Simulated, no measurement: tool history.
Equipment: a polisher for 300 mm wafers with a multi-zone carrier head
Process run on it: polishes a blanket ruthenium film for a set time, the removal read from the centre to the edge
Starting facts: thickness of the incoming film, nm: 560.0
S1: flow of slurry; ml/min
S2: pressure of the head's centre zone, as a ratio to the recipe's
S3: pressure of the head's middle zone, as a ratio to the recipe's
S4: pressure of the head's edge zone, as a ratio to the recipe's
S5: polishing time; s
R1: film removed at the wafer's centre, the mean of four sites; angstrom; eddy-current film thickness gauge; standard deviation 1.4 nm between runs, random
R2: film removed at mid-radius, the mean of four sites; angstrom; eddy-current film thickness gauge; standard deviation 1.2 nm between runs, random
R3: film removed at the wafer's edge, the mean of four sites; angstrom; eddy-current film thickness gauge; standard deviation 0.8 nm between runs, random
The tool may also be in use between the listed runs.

run,hour,S1,S2,S3,S4,S5,R1,R2,R3
1,0.0,180,1.00,1.00,1.00,64,1033.5,941.5,954.53
2,8.5,180,1.00,1.07,1.00,64,1039.1,1005.9,955.05
3,15.2,180,1.00,1.07,1.00,73,1197.8,1140.3,1093.40
4,17.2,185,0.99,1.07,1.01,73,1176.7,1165.7,1077.80
5,21.1,185,0.99,1.07,0.95,73,1194.3,1135.8,1070.40
6,29.4,185,0.98,1.06,0.97,74,1194.5,1152.2,1090.70
7,33.6,185,0.97,1.05,0.99,74,1140.4,1139.4,1107.90

Estimate the outcome of run 8 from the log above:
8,39.1,190,0.97,1.05,1.00,74,?,?,?

{"run 8": {"R1": 1159.4, "R2": 1165.2, "R3": 1100.2}}
